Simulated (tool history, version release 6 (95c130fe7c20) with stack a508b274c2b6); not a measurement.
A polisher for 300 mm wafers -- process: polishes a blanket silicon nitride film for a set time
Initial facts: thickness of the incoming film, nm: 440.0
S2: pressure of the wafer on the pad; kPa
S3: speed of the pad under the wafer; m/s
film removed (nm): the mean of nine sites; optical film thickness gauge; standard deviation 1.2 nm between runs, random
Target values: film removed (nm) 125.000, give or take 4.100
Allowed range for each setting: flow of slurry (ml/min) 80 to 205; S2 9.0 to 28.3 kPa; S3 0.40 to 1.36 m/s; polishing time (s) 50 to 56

Run 1, hour 0.0: flow of slurry (ml/min) 135, S2 18.6 kPa, S3 0.88 m/s, polishing time (s) 56. Result: film removed (nm) 76.281.
Run 2, hour 7.9: flow of slurry (ml/min) 165, S2 18.6 kPa, S3 0.88 m/s, polishing time (s) 56. Result: film removed (nm) 79.047.
Run 3, hour 11.8: flow of slurry (ml/min) 165, S2 22.8 kPa, S3 0.88 m/s, polishing time (s) 56. Result: film removed (nm) 94.173.
Run 4, hour 12.6: flow of slurry (ml/min) 165, S2 22.8 kPa, S3 0.88 m/s, polishing time (s) 56. Result: film removed (nm) 91.698.
Run 5, hour 13.6: flow of slurry (ml/min) 185, S2 22.8 kPa, S3 0.88 m/s, polishing time (s) 56. Result: film removed (nm) 96.152.
Run 6, hour 21.5: flow of slurry (ml/min) 185, S2 22.8 kPa, S3 1.06 m/s, polishing time (s) 56. Result: film removed (nm) 111.130.
Run 7, hour 28.1: flow of slurry (ml/min) 185, S2 24.1 kPa, S3 1.06 m/s, polishing time (s) 56. Result: film removed (nm) 116.370.
Run 8, hour 35.3: flow of slurry (ml/min) 190, S2 24.8 kPa, S3 1.06 m/s, polishing time (s) 56. Result: film removed (nm) 117.800.

Which one of the following 4 next-run settings gets every result inside its allowed miss? There is exactly one.
Run A, hour 42.5: flow of slurry (ml/min) 185, S2 23.4 kPa, S3 1.10 m/s, polishing time (s) 55. Result: film removed (nm) ?.
Run B, hour 42.5: flow of slurry (ml/min) 160, S2 28.3 kPa, S3 1.10 m/s, polishing time (s) 53. Result: film removed (nm) ?.
Run C, hour 42.5: flow of slurry (ml/min) 205, S2 24.1 kPa, S3 0.96 m/s, polishing time (s) 54. Result: film removed (nm) ?.
Run D, hour 42.5: flow of slurry (ml/min) 180, S2 24.8 kPa, S3 1.12 m/s, polishing time (s) 53. Result: film removed (nm) ?.

move  film removed (nm)
   A            114.210
   B            125.970
   C            104.360
   D            116.590
A: the biggest miss grows against the last run
B: hits every target within its allowed miss
C: the biggest miss grows against the last run
D: the biggest miss grows against the last run
Correct choice: B, which meets every target
